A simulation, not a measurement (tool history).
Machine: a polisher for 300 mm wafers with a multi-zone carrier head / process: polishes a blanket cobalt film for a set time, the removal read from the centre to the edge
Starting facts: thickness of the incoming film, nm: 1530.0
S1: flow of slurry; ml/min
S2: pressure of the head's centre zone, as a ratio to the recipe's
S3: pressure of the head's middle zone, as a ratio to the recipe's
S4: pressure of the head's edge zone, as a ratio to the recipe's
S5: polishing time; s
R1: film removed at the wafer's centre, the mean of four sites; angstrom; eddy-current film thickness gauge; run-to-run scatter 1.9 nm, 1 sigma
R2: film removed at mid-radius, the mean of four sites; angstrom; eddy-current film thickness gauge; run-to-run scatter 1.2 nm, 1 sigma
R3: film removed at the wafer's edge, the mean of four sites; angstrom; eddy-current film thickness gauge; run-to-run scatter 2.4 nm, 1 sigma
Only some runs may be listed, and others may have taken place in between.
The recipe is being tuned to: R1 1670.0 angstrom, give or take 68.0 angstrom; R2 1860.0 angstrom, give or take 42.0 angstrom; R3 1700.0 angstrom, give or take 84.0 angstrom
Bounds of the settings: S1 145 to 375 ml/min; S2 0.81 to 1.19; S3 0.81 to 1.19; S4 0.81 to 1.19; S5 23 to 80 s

{"run": 1, "day": 0.0, "S1": 240, "S2": 1.0, "S3": 1.0, "S4": 1.0, "S5": 51, "R1": 1546.0, "R2": 1622.8, "R3": 1599.9}
{"run": 2, "day": 0.062, "S1": 240, "S2": 1.0, "S3": 1.0, "S4": 1.08, "S5": 51, "R1": 1605.6, "R2": 1628.3, "R3": 1675.3}
{"run": 3, "day": 0.15, "S1": 240, "S2": 0.92, "S3": 1.0, "S4": 1.08, "S5": 51, "R1": 1432.5, "R2": 1603.1, "R3": 1673.1}
{"run": 4, "day": 0.367, "S1": 255, "S2": 0.94, "S3": 1.03, "S4": 1.08, "S5": 51, "R1": 1466.9, "R2": 1656.2, "R3": 1688.4}
{"run": 5, "day": 0.496, "S1": 255, "S2": 0.97, "S3": 1.03, "S4": 1.08, "S5": 51, "R1": 1528.2, "R2": 1670.8, "R3": 1697.7}
{"run": 6, "day": 0.792, "S1": 265, "S2": 0.99, "S3": 1.05, "S4": 1.07, "S5": 51, "R1": 1587.2, "R2": 1696.2, "R3": 1729.2}
{"run": 7, "day": 1.15, "S1": 265, "S2": 1.0, "S3": 1.08, "S4": 1.04, "S5": 51, "R1": 1611.9, "R2": 1713.2, "R3": 1642.3}
{"run": 8, "day": 1.517, "S1": 275, "S2": 1.0, "S3": 1.1, "S4": 1.04, "S5": 51, "R1": 1603.6, "R2": 1780.2, "R3": 1707.6}
{"run": 9, "day": 1.579, "S1": 280, "S2": 1.01, "S3": 1.11, "S4": 1.03, "S5": 51, "R1": 1626.4, "R2": 1783.3, "R3": 1673.3}
{"run": 10, "day": 1.942, "S1": 285, "S2": 1.01, "S3": 1.12, "S4": 1.03, "S5": 51, "R1": 1677.6, "R2": 1814.3, "R3": 1656.2}

Which of these 4 next moves meets every target?
{"run": "A", "day": 2.304, "S1": 290, "S2": 1.06, "S3": 1.19, "S4": 1.14, "S5": 50, "R1": "?", "R2": "?", "R3": "?"}
{"run": "B", "day": 2.304, "S1": 305, "S2": 1.01, "S3": 1.06, "S4": 1.06, "S5": 50, "R1": "?", "R2": "?", "R3": "?"}
{"run": "C", "day": 2.304, "S1": 270, "S2": 1.08, "S3": 1.09, "S4": 1.0, "S5": 51, "R1": "?", "R2": "?", "R3": "?"}
{"run": "D", "day": 2.304, "S1": 290, "S2": 0.99, "S3": 1.12, "S4": 1.02, "S5": 50, "R1": "?", "R2": "?", "R3": "?"}

move=A R1=1686.0 R2=1846.8 R3=1743.4
move=B R1=1613.7 R2=1681.5 R3=1690.0
move=C R1=1735.9 R2=1733.1 R3=1658.1
move=D R1=1573.1 R2=1753.7 R3=1650.4
A: every result lands within tolerance
B: further off than the last run
C: further off than the last run
D: further off than the last run
So the answer is move A, the one that meets all the targets.

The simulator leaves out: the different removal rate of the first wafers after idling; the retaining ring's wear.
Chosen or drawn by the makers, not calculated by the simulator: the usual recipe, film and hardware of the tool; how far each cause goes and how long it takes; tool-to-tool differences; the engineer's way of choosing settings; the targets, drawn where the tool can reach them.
